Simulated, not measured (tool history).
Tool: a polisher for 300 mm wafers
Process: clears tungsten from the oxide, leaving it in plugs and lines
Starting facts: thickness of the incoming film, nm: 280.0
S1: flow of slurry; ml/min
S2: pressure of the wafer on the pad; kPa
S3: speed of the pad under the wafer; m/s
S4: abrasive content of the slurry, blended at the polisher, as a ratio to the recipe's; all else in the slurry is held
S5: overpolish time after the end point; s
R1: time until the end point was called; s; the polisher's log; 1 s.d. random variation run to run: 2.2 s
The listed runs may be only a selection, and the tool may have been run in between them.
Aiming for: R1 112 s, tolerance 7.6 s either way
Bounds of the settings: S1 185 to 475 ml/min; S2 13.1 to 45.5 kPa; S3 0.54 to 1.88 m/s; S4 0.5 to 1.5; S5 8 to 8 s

{"run": 1, "hour": 0.0, "S1": 305, "S2": 29, "S3": 1.2, "S4": 1, "S5": 8, "R1": 55.868}
{"run": 2, "hour": 4.7, "S1": 305, "S2": 29, "S3": 1.32, "S4": 1, "S5": 8, "R1": 50.623}
{"run": 3, "hour": 13.1, "S1": 305, "S2": 29, "S3": 1.32, "S4": 0.9, "S5": 8, "R1": 52.943}
{"run": 4, "hour": 14.0, "S1": 305, "S2": 25.5, "S3": 1.26, "S4": 0.9, "S5": 8, "R1": 61.647}
{"run": 5, "hour": 21.0, "S1": 365, "S2": 25.5, "S3": 1.26, "S4": 0.9, "S5": 8, "R1": 60.683}
{"run": 6, "hour": 24.5, "S1": 365, "S2": 22.8, "S3": 1.2, "S4": 0.9, "S5": 8, "R1": 70.536}
{"run": 7, "hour": 28.1, "S1": 365, "S2": 20.7, "S3": 1.16, "S4": 0.9, "S5": 8, "R1": 78.938}
{"hour": 31.6, "done": "slurry tank refilled with fresh slurry and peroxide"}
{"run": 8, "hour": 31.6, "S1": 365, "S2": 20.7, "S3": 1.16, "S4": 0.9, "S5": 8, "R1": 59.824}
{"run": 9, "hour": 35.1, "S1": 390, "S2": 24.1, "S3": 1.02, "S4": 0.8, "S5": 8, "R1": 62.703}
{"run": 10, "hour": 40.4, "S1": 355, "S2": 21.4, "S3": 0.9, "S4": 0.85, "S5": 8, "R1": 75.444}
{"run": 11, "hour": 46.4, "S1": 345, "S2": 19.3, "S3": 0.82, "S4": 0.85, "S5": 8, "R1": 91.181}
{"run": 12, "hour": 50.3, "S1": 330, "S2": 18.6, "S3": 0.82, "S4": 0.85, "S5": 8, "R1": 96.851}
{"run": 13, "hour": 54.4, "S1": 320, "S2": 17.9, "S3": 0.82, "S4": 0.85, "S5": 8, "R1": 92.264}
{"run": 14, "hour": 57.3, "S1": 320, "S2": 16.5, "S3": 0.8, "S4": 0.85, "S5": 8, "R1": 101.94}

5 next moves are on the table. One of them brings every result within its allowed miss. Which?
{"run": "A", "hour": 60.2, "S1": 315, "S2": 13.8, "S3": 0.78, "S4": 0.6, "S5": 8, "R1": "?"}
{"run": "B", "hour": 60.2, "S1": 300, "S2": 17.9, "S3": 0.9, "S4": 0.75, "S5": 8, "R1": "?"}
{"run": "C", "hour": 60.2, "S1": 375, "S2": 13.1, "S3": 0.66, "S4": 1, "S5": 8, "R1": "?"}
{"run": "D", "hour": 60.2, "S1": 250, "S2": 17.2, "S3": 0.98, "S4": 0.8, "S5": 8, "R1": "?"}
{"run": "E", "hour": 60.2, "S1": 350, "S2": 13.1, "S3": 0.8, "S4": 1, "S5": 8, "R1": "?"}

move=A R1=132.02
move=B R1=91.477
move=C R1=136.27
move=D R1=86.712
move=E R1=114.1
A: the result that was furthest off in the last run now lies on the other side of its target
B: further off than the last run
C: the result that was furthest off in the last run now lies on the other side of its target
D: further off than the last run
E: all results in spec
Answer: E

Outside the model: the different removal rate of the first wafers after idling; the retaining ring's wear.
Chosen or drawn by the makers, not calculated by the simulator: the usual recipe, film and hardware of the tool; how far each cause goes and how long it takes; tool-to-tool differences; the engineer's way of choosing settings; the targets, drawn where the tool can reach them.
